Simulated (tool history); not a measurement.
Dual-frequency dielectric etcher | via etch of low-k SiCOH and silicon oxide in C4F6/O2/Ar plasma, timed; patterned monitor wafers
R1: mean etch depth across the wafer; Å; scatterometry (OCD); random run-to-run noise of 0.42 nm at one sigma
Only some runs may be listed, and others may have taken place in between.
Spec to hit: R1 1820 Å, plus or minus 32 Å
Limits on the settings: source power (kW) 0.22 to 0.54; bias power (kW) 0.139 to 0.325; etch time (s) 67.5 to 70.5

Run 1, day 0: source power (kW) 0.38, bias power (kW) 0.232, etch time (s) 67.5. Result: R1 1972 Å.
Run 2, day 0.112: source power (kW) 0.37, bias power (kW) 0.231, etch time (s) 67.5. Result: R1 1950.9 Å.
Run 3, day 0.446: source power (kW) 0.37, bias power (kW) 0.231, etch time (s) 70.5. Result: R1 2040.6 Å.
Run 4, day 0.779: source power (kW) 0.31, bias power (kW) 0.231, etch time (s) 70.5. Result: R1 1888.6 Å.
Run 5, day 1.117: source power (kW) 0.35, bias power (kW) 0.231, etch time (s) 70.5. Result: R1 1989.8 Å.
Run 6, day 1.246: source power (kW) 0.34, bias power (kW) 0.23, etch time (s) 70.5. Result: R1 1961.5 Å.
Run 7, day 1.412: source power (kW) 0.27, bias power (kW) 0.223, etch time (s) 70.5. Result: R1 1754.1 Å.
Run 8, day 1.438: source power (kW) 0.28, bias power (kW) 0.223, etch time (s) 70.5. Result: R1 1778.8 Å.

Pick the move, out of 5, that brings all results within their allowed miss; only one does.
Run A, day 1.462: source power (kW) 0.27, bias power (kW) 0.232, etch time (s) 69.5. Result: R1 ?.
Run B, day 1.462: source power (kW) 0.3, bias power (kW) 0.216, etch time (s) 68. Result: R1 ?.
Run C, day 1.462: source power (kW) 0.29, bias power (kW) 0.224, etch time (s) 68.5. Result: R1 ?.
Run D, day 1.462: source power (kW) 0.32, bias power (kW) 0.23, etch time (s) 67.5. Result: R1 ?.
Run E, day 1.462: source power (kW) 0.29, bias power (kW) 0.215, etch time (s) 69.5. Result: R1 ?.

move      R1
   A  1749.7
   B    1753
   C  1760.4
   D  1829.4
   E  1761.6
A: further off than the last run
B: further off than the last run
C: further off than the last run
D: hits every target within its allowed miss
E: further off than the last run
The move that meets every target is D.

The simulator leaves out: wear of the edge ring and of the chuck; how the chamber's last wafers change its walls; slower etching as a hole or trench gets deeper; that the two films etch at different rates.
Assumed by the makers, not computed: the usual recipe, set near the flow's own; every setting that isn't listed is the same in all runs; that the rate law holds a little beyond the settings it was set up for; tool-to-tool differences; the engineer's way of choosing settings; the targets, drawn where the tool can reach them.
